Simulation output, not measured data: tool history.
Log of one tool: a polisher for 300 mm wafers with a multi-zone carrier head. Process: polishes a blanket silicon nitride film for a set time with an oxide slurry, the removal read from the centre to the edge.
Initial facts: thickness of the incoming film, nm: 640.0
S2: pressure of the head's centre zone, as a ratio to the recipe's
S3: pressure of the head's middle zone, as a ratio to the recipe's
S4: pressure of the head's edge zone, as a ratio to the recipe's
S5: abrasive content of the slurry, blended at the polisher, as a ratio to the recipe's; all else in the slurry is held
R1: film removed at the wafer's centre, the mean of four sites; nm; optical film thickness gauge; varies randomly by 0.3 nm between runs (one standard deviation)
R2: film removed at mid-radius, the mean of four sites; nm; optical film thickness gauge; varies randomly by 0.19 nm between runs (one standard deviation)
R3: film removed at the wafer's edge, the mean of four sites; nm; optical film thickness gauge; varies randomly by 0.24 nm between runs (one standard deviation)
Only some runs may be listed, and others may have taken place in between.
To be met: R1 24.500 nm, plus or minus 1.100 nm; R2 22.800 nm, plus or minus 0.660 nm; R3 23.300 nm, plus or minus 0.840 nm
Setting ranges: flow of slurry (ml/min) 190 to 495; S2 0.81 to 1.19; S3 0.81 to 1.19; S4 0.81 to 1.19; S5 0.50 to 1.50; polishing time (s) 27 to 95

{"run": 1, "hour": 0.0, "flow of slurry (ml/min)": 320, "S2": 1.0, "S3": 1.0, "S4": 1.0, "S5": 1.0, "polishing time (s)": 61, "R1": 44.282, "R2": 41.822, "R3": 42.405}
{"run": 2, "hour": 2.1, "flow of slurry (ml/min)": 320, "S2": 1.0, "S3": 0.92, "S4": 1.0, "S5": 1.0, "polishing time (s)": 61, "R1": 42.928, "R2": 39.431, "R3": 42.447}
{"run": 3, "hour": 8.5, "flow of slurry (ml/min)": 320, "S2": 1.0, "S3": 0.92, "S4": 0.98, "S5": 0.9, "polishing time (s)": 58, "R1": 39.146, "R2": 36.769, "R3": 38.802}
{"run": 4, "hour": 16.9, "flow of slurry (ml/min)": 270, "S2": 1.0, "S3": 0.92, "S4": 0.98, "S5": 0.9, "polishing time (s)": 58, "R1": 38.51, "R2": 35.567, "R3": 38.52}
{"run": 5, "hour": 23.1, "flow of slurry (ml/min)": 275, "S2": 1.01, "S3": 0.91, "S4": 0.96, "S5": 0.85, "polishing time (s)": 55, "R1": 37.119, "R2": 33.178, "R3": 35.579}
{"run": 6, "hour": 24.4, "flow of slurry (ml/min)": 275, "S2": 0.95, "S3": 0.91, "S4": 0.96, "S5": 0.85, "polishing time (s)": 55, "R1": 35.312, "R2": 32.964, "R3": 35.689}
{"run": 7, "hour": 26.5, "flow of slurry (ml/min)": 280, "S2": 0.95, "S3": 0.91, "S4": 0.95, "S5": 0.8, "polishing time (s)": 52, "R1": 32.507, "R2": 31.025, "R3": 32.764}
{"run": 8, "hour": 35.0, "flow of slurry (ml/min)": 280, "S2": 0.95, "S3": 0.9, "S4": 0.94, "S5": 0.75, "polishing time (s)": 50, "R1": 31.019, "R2": 29.011, "R3": 30.495}
{"run": 9, "hour": 36.0, "flow of slurry (ml/min)": 285, "S2": 0.94, "S3": 0.89, "S4": 0.93, "S5": 0.7, "polishing time (s)": 49, "R1": 28.595, "R2": 27.644, "R3": 29.521}
{"run": 10, "hour": 39.8, "flow of slurry (ml/min)": 285, "S2": 0.95, "S3": 0.89, "S4": 0.92, "S5": 0.65, "polishing time (s)": 48, "R1": 28.242, "R2": 26.746, "R3": 28.532}
{"run": 11, "hour": 47.9, "flow of slurry (ml/min)": 290, "S2": 0.96, "S3": 0.9, "S4": 0.82, "S5": 0.5, "polishing time (s)": 40, "R1": 21.887, "R2": 20.68, "R3": 20.857}
{"run": 12, "hour": 56.2, "flow of slurry (ml/min)": 290, "S2": 0.97, "S3": 0.91, "S4": 0.84, "S5": 0.5, "polishing time (s)": 40, "R1": 21.911, "R2": 21.175, "R3": 21.01}
{"run": 13, "hour": 58.6, "flow of slurry (ml/min)": 315, "S2": 1.05, "S3": 0.9, "S4": 0.94, "S5": 0.6, "polishing time (s)": 40, "R1": 25.11, "R2": 22.132, "R3": 23.441}

5 candidate next runs follow, results not yet known. Just one meets every target within its allowed miss. Identify it.
{"run": "A", "hour": 61.0, "flow of slurry (ml/min)": 285, "S2": 1.12, "S3": 0.85, "S4": 1.04, "S5": 0.6, "polishing time (s)": 41, "R1": "?", "R2": "?", "R3": "?"}
{"run": "B", "hour": 61.0, "flow of slurry (ml/min)": 230, "S2": 1.02, "S3": 0.95, "S4": 0.94, "S5": 0.55, "polishing time (s)": 42, "R1": "?", "R2": "?", "R3": "?"}
{"run": "C", "hour": 61.0, "flow of slurry (ml/min)": 310, "S2": 1.07, "S3": 0.82, "S4": 1.02, "S5": 0.65, "polishing time (s)": 40, "R1": "?", "R2": "?", "R3": "?"}
{"run": "D", "hour": 61.0, "flow of slurry (ml/min)": 305, "S2": 0.98, "S3": 0.9, "S4": 0.94, "S5": 0.65, "polishing time (s)": 42, "R1": "?", "R2": "?", "R3": "?"}
{"run": "E", "hour": 61.0, "flow of slurry (ml/min)": 320, "S2": 0.9, "S3": 0.97, "S4": 0.98, "S5": 0.55, "polishing time (s)": 40, "R1": "?", "R2": "?", "R3": "?"}

move=A R1=27.343 R2=20.961 R3=25.288
move=B R1=24.368 R2=22.561 R3=23.713
move=C R1=26.238 R2=20.444 R3=25.120
move=D R1=25.193 R2=23.158 R3=25.313
move=E R1=21.158 R2=22.548 R3=23.560
A: lands further from the targets than the last run did
B: every result lands within tolerance
C: lands further from the targets than the last run did
D: puts the biggest miss on target and leaves a different result outside tolerance
E: puts the biggest miss on target and leaves a different result outside tolerance
Move B is the one to make.
